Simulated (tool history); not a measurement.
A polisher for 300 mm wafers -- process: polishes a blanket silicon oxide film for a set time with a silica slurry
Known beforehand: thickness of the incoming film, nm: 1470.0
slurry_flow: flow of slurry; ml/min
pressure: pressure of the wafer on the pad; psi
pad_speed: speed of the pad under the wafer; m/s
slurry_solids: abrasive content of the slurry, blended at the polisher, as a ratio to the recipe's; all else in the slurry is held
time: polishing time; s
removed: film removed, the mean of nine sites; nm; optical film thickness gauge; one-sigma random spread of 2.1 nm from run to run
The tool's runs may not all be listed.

Run 1, hour 0.0: slurry_flow 185 ml/min, pressure 4.7 psi, pad_speed 1.22 m/s, slurry_solids 1.0, time 81 s. Result: removed 240.88 nm.
Run 2, hour 3.9: slurry_flow 200 ml/min, pressure 5.1 psi, pad_speed 1.22 m/s, slurry_solids 1.0, time 81 s. Result: removed 256.05 nm.
Run 3, hour 9.4: slurry_flow 200 ml/min, pressure 5.1 psi, pad_speed 1.22 m/s, slurry_solids 1.1, time 81 s. Result: removed 268.65 nm.
Run 4, hour 13.5: slurry_flow 200 ml/min, pressure 5.8 psi, pad_speed 1.22 m/s, slurry_solids 1.1, time 81 s. Result: removed 292.51 nm.
Run 5, hour 20.6: slurry_flow 205 ml/min, pressure 6.0 psi, pad_speed 1.22 m/s, slurry_solids 1.1, time 81 s. Result: removed 298.80 nm.
Run 6, hour 24.8: slurry_flow 205 ml/min, pressure 6.2 psi, pad_speed 1.22 m/s, slurry_solids 1.1, time 81 s. Result: removed 304.73 nm.
Run 7, hour 32.7: slurry_flow 210 ml/min, pressure 6.4 psi, pad_speed 1.22 m/s, slurry_solids 1.1, time 81 s. Result: removed 311.67 nm.
Run 8, hour 33.8: slurry_flow 210 ml/min, pressure 6.6 psi, pad_speed 1.22 m/s, slurry_solids 1.1, time 81 s. Result: removed 316.50 nm.
Run 9, hour 34.6: slurry_flow 210 ml/min, pressure 6.7 psi, pad_speed 1.22 m/s, slurry_solids 1.1, time 81 s. Result: removed 322.08 nm.

Run 10 has not been measured yet. What should we expect?
Run 10, hour 40.4: slurry_flow 210 ml/min, pressure 6.8 psi, pad_speed 1.22 m/s, slurry_solids 1.1, time 81 s. Result: removed ?.

{"run 10": {"removed": 326.36}}

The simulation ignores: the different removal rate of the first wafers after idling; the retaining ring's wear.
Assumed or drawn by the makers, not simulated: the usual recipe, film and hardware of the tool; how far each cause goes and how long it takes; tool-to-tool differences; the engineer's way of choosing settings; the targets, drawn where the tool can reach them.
